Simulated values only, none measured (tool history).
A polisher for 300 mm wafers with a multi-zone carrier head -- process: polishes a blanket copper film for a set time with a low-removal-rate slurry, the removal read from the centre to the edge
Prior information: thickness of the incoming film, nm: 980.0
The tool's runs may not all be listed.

| run | hour | flow of slurry (ml/min) | pressure of the head's centre zone | pressure of the head's middle zone | pressure of the head's edge zone | abrasive content of the slurry | polishing time (s) | film removed at the wafer's centre (nm) | film removed at mid-radius (nm) | film removed at the wafer's edge (nm) |
|---|---|---|---|---|---|---|---|---|---|---|
| 1 | 0 | 205 | 1 | 1 | 1 | 1 | 31 | 103.34 | 102.46 | 104.27 |
| 2 | 8.6 | 205 | 1 | 1.04 | 1 | 1 | 31 | 108.18 | 108.72 | 103.63 |
| 3 | 14 | 210 | 1 | 1.03 | 1.03 | 1.1 | 32 | 111.56 | 113.69 | 112.63 |
| 4 | 19.9 | 240 | 1 | 1.03 | 1.03 | 1.1 | 32 | 113.81 | 113.93 | 110.88 |
| 5 | 23.7 | 275 | 1 | 1.03 | 1.03 | 1.1 | 32 | 117.51 | 117.83 | 115.73 |
| 6 | 32.3 | 255 | 1 | 1.03 | 1.03 | 1.1 | 32 | 115.53 | 116.08 | 113.39 |

Run 7 comes next. What will it give?
| 7 | 40.8 | 255 | 1 | 1.02 | 1.05 | 1.15 | 32 | ? | ? | ? |

Run 7 produced film removed at the wafer's centre (nm) 117.89, film removed at mid-radius (nm) 117.85, film removed at the wafer's edge (nm) 114.84.
